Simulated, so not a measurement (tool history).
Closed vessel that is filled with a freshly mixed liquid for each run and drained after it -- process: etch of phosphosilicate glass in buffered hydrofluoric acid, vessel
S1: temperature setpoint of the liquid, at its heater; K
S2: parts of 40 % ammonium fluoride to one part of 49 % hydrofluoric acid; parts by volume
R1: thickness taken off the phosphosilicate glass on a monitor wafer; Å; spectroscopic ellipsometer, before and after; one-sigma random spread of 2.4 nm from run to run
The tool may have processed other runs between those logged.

{"run": 1, "hour": 0.0, "S1": 296.15, "S2": 9.0, "time in the liquid (s)": 100, "R1": 4708.3}
{"run": 2, "hour": 7.6, "S1": 298.15, "S2": 9.0, "time in the liquid (s)": 100, "R1": 5311.5}
{"run": 3, "hour": 8.5, "S1": 296.15, "S2": 9.0, "time in the liquid (s)": 100, "R1": 4710.7}
{"run": 4, "hour": 9.2, "S1": 295.65, "S2": 9.5, "time in the liquid (s)": 100, "R1": 4410.5}
{"run": 5, "hour": 13.8, "S1": 295.15, "S2": 10.0, "time in the liquid (s)": 100, "R1": 4105.7}
{"run": 6, "hour": 17.4, "S1": 294.65, "S2": 10.0, "time in the liquid (s)": 100, "R1": 4046.4}
{"run": 7, "hour": 19.8, "S1": 294.15, "S2": 10.5, "time in the liquid (s)": 100, "R1": 3766.8}
{"run": 8, "hour": 20.9, "S1": 293.65, "S2": 10.5, "time in the liquid (s)": 100, "R1": 3637.5}
{"run": 9, "hour": 26.3, "S1": 293.15, "S2": 10.5, "time in the liquid (s)": 100, "R1": 3548.4}
{"run": 10, "hour": 28.9, "S1": 293.15, "S2": 10.5, "time in the liquid (s)": 100, "R1": 3512.9}
{"run": 11, "hour": 36.0, "S1": 292.65, "S2": 10.5, "time in the liquid (s)": 100, "R1": 3439.4}

Run 12 has not been measured yet. What should we expect?
{"run": 12, "hour": 37.0, "S1": 292.15, "S2": 10.5, "time in the liquid (s)": 100, "R1": "?"}

Run 12 produced R1 3400.4 Å.
